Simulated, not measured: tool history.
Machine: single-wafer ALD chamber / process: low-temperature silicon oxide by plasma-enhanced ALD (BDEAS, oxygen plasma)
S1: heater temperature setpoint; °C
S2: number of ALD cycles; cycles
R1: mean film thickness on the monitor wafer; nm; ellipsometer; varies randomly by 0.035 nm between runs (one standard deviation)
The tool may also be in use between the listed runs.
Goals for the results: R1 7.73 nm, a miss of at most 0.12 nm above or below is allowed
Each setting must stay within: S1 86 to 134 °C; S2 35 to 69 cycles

Run 1, day 0: S1 110 °C, S2 52 cycles. Result: R1 6.4704 nm.
Run 2, day 0.112: S1 108 °C, S2 55 cycles. Result: R1 6.8538 nm.
Run 3, day 0.338: S1 108 °C, S2 58 cycles. Result: R1 7.2466 nm.
Run 4, day 0.579: S1 106 °C, S2 59 cycles. Result: R1 7.3686 nm.
Run 5, day 0.879: S1 99 °C, S2 59 cycles. Result: R1 7.4786 nm.
Run 6, day 0.946: S1 99 °C, S2 52 cycles. Result: R1 6.599 nm.
Run 7, day 1.275: S1 98 °C, S2 55 cycles. Result: R1 6.9813 nm.
Run 8, day 1.617: S1 97 °C, S2 57 cycles. Result: R1 7.311 nm.
Run 9, day 1.904: S1 95 °C, S2 58 cycles. Result: R1 7.4838 nm.
Run 10, day 2.1: S1 94 °C, S2 58 cycles. Result: R1 7.45 nm.

Exactly one of the 4 candidate moves below puts every result within its allowed miss. Which one?
Run A, day 2.296: S1 97 °C, S2 63 cycles. Result: R1 ?.
Run B, day 2.296: S1 96 °C, S2 60 cycles. Result: R1 ?.
Run C, day 2.296: S1 100 °C, S2 64 cycles. Result: R1 ?.
Run D, day 2.296: S1 96 °C, S2 63 cycles. Result: R1 ?.

move      R1
   A  8.0052
   B  7.6496
   C  8.0595
   D  8.0321
A: moves the result that the last run missed by most past its target, out the other side
B: every result lands within tolerance
C: moves the result that the last run missed by most past its target, out the other side
D: moves the result that the last run missed by most past its target, out the other side
Go with B: it meets all targets.
